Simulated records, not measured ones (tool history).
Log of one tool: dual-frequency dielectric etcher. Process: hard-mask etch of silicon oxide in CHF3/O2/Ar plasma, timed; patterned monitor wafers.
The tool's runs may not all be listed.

run,day,source power (kW),bias power (kW),etch time (s),mean etch depth across the wafer (Å)
1,0,0.48,0.147,34,539.96
2,0.367,0.45,0.144,34,525.41
3,0.717,0.43,0.141,34,514.9
4,0.908,0.41,0.138,34,502.07
5,1.133,0.41,0.138,34,504.85
6,1.433,0.41,0.138,34,506.03
7,1.717,0.39,0.135,34,493.09

For run 8, what comes out?
8,1.983,0.38,0.134,34,?

{"run 8": {"mean etch depth across the wafer (Å)": 491.41}}
